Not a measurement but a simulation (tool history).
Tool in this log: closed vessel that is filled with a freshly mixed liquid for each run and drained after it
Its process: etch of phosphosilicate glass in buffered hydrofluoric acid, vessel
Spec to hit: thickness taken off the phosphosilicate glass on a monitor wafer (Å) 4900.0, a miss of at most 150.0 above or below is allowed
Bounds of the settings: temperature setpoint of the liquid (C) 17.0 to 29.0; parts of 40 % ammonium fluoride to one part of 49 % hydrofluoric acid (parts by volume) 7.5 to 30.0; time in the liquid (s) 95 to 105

| run | hour | temperature setpoint of the liquid (C) | parts of 40 % ammonium fluoride to one part of 49 % hydrofluoric acid (parts by volume) | time in the liquid (s) | thickness taken off the phosphosilicate glass on a monitor wafer (Å) |
|---|---|---|---|---|---|
| 1 | 0.0 | 21.0 | 21.0 | 95 | 2482.6 |
| 2 | 2.5 | 21.0 | 26.5 | 95 | 2125.8 |
| 3 | 8.0 | 21.0 | 26.5 | 105 | 2334.3 |
| 4 | 14.3 | 22.5 | 25.0 | 105 | 2690.5 |
| 5 | 22.1 | 23.5 | 23.5 | 105 | 2998.5 |
| 6 | 25.0 | 24.5 | 22.5 | 105 | 3201.5 |
| 7 | 26.6 | 25.5 | 21.0 | 105 | 3493.8 |
| 8 | 28.8 | 26.0 | 20.0 | 105 | 3793.7 |
| 9 | 34.2 | 26.5 | 19.5 | 105 | 4010.7 |

Below are 5 possible settings for the next run. Only one of them brings all results inside the allowed miss of their targets. Which is it?
| A | 39.6 | 26.5 | 20.5 | 100 | ? |
| B | 39.6 | 27.5 | 16.5 | 100 | ? |
| C | 39.6 | 28.5 | 16.5 | 105 | ? |
| D | 39.6 | 27.5 | 15.0 | 95 | ? |
| E | 39.6 | 29.0 | 16.0 | 100 | ? |

| move | thickness taken off the phosphosilicate glass on a monitor wafer (Å) |
|---|---|
| A | 3547.4 |
| B | 4600.5 |
| C | 5094.9 |
| D | 4799.3 |
| E | 5135.5 |
A: lands further from the targets than the last run did
B: closes in on the targets versus the last run, not all within tolerance yet
C: pushes the last run's worst result past its target
D: each result inside its tolerance
E: pushes the last run's worst result past its target
Answer: D
